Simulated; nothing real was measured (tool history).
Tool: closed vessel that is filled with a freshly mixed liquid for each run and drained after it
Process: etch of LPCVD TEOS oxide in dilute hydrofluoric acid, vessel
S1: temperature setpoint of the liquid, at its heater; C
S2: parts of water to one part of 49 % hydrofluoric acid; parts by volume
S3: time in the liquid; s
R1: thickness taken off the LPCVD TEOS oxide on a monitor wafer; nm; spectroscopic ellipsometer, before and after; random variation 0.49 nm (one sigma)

run,day,S1,S2,S3,R1
1,0.000,24.0,115,290,50.794
2,0.129,20.5,115,290,43.907
3,0.175,23.0,115,290,48.781
4,0.321,23.0,115,290,49.428
5,0.488,23.0,115,290,49.011
# day 0.625: thermometer replaced
6,0.625,23.0,135,290,42.531
7,0.908,25.0,130,290,48.614
8,0.996,26.5,130,290,50.851
9,1.338,27.5,125,290,55.856
10,1.458,28.5,125,290,57.826
11,1.483,29.0,125,290,59.213
12,1.538,29.5,125,290,59.729

Forecast run 13:
13,1.646,30.0,125,290,?

{"run 13": {"R1": 60.767}}

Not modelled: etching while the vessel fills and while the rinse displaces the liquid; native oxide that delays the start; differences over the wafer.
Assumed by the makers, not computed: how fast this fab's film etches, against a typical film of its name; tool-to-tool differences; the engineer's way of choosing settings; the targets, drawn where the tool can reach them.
